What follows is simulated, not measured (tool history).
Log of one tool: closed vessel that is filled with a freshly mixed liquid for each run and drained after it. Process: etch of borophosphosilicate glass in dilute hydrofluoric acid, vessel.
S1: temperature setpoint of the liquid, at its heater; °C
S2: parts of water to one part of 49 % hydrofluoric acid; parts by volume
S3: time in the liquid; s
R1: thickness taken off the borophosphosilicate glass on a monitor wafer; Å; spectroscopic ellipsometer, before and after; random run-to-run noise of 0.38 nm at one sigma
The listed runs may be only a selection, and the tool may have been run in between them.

{"run": 1, "hour": 0.0, "S1": 25.0, "S2": 45, "S3": 105, "R1": 731.38}
{"run": 2, "hour": 3.2, "S1": 25.5, "S2": 45, "S3": 105, "R1": 743.41}
{"run": 3, "hour": 12.0, "S1": 25.5, "S2": 40, "S3": 105, "R1": 842.68}
{"run": 4, "hour": 16.2, "S1": 25.5, "S2": 30, "S3": 105, "R1": 1125.8}
{"run": 5, "hour": 19.0, "S1": 25.5, "S2": 30, "S3": 105, "R1": 1134.0}
{"run": 6, "hour": 24.8, "S1": 24.5, "S2": 30, "S3": 105, "R1": 1078.8}

For run 7, what comes out?
{"run": 7, "hour": 31.6, "S1": 20.5, "S2": 30, "S3": 105, "R1": "?"}

Run 7 produced R1 918.57 Å.
